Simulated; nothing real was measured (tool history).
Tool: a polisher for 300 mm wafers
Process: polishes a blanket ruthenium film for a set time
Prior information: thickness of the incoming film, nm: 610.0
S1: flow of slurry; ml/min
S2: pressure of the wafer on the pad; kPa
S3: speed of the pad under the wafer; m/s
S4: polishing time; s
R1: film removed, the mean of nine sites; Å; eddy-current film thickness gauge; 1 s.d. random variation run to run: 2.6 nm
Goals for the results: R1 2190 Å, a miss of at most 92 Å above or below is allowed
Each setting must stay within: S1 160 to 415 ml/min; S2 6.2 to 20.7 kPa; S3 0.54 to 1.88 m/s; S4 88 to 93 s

run 1 hour=0 | S1=265 S2=13.1 S3=1.2 S4=88 | R1=1263
run 2 hour=3.3 | S1=265 S2=13.1 S3=1.42 S4=88 | R1=1471.4
run 3 hour=7.5 | S1=265 S2=13.1 S3=1.42 S4=93 | R1=1574.9
run 4 hour=12.1 | S1=325 S2=13.1 S3=1.42 S4=93 | R1=1590.2
run 5 hour=16 | S1=325 S2=13.1 S3=1.42 S4=88 | R1=1512.1
run 6 hour=20.3 | S1=325 S2=13.8 S3=1.42 S4=88 | R1=1581.2
run 7 hour=28.9 | S1=325 S2=14.5 S3=1.42 S4=88 | R1=1708.4
run 8 hour=37.5 | S1=325 S2=15.2 S3=1.42 S4=88 | R1=1731
run 9 hour=42.8 | S1=325 S2=15.2 S3=1.42 S4=88 | R1=1732.3
run 10 hour=50.1 | S1=325 S2=15.9 S3=1.42 S4=88 | R1=1801
run 11 hour=51.5 | S1=325 S2=15.9 S3=1.42 S4=88 | R1=1806.4
run 12 hour=52.9 | S1=325 S2=16.5 S3=1.42 S4=88 | R1=1891.8
run 13 hour=59.8 | S1=325 S2=17.2 S3=1.42 S4=88 | R1=1972.8
run 14 hour=64.2 | S1=325 S2=17.9 S3=1.42 S4=88 | R1=2024.5

5 next moves are on the table. One of them brings every result within its allowed miss. Which?
run A hour=68.6 | S1=345 S2=18.6 S3=1.32 S4=88 | R1=?
run B hour=68.6 | S1=265 S2=20.7 S3=1.4 S4=91 | R1=?
run C hour=68.6 | S1=405 S2=18.6 S3=1.16 S4=93 | R1=?
run D hour=68.6 | S1=350 S2=18.6 S3=1.48 S4=88 | R1=?
run E hour=68.6 | S1=360 S2=20 S3=1.12 S4=88 | R1=?

move=A R1=2008.2
move=B R1=2371.1
move=C R1=1907.4
move=D R1=2235.6
move=E R1=1858.7
A: misses by more than the last run did
B: the result that was furthest off in the last run now lies on the other side of its target
C: misses by more than the last run did
D: all results in spec
E: misses by more than the last run did
D meets every target.

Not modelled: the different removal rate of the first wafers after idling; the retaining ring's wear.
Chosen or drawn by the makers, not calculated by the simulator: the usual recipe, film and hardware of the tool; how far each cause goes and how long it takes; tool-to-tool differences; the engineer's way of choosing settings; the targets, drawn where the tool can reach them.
